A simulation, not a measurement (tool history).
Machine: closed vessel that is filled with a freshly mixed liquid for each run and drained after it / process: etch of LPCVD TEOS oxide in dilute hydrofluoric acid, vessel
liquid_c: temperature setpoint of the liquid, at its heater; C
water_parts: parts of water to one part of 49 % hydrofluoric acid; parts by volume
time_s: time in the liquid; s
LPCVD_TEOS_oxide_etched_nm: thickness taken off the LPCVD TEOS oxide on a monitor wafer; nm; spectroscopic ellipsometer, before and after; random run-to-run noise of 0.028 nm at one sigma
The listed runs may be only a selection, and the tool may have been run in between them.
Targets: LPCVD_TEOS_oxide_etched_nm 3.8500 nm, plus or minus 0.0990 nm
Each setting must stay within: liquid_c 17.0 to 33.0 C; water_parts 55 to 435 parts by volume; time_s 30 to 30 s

run	day	liquid_c	water_parts	time_s	LPCVD_TEOS_oxide_etched_nm
1	0.000	25.0	245	30	3.0917
2	0.388	27.5	245	30	3.3547
3	0.608	28.5	245	30	3.5191
4	0.704	29.0	245	30	3.5559
5	0.921	29.0	280	30	2.9855
# day 0.992: thermometer replaced
6	0.992	29.0	355	30	2.3327
7	1.092	30.0	335	30	2.5886
8	1.471	30.5	320	30	2.8137
9	1.562	31.0	310	30	2.9998
10	1.908	31.5	300	30	3.1648
11	2.008	32.0	295	30	3.3109
12	2.092	32.0	295	30	3.2611
13	2.133	32.0	290	30	3.3922
14	2.271	32.0	285	30	3.4538
15	2.421	32.0	280	30	3.5627

4 candidate next runs follow, results not yet known. Just one meets every target within its allowed miss. Identify it.
A	2.571	33.0	270	30	?
B	2.571	28.0	245	30	?
C	2.571	32.5	275	30	?
D	2.571	30.5	260	30	?

move	LPCVD_TEOS_oxide_etched_nm
A	3.8425
B	3.6971
C	3.6912
D	3.7247
A: every result lands within tolerance
B: better than the last run, though not everything is in spec
C: better than the last run, though not everything is in spec
D: better than the last run, though not everything is in spec
So the answer is move A, the one that meets all the targets.
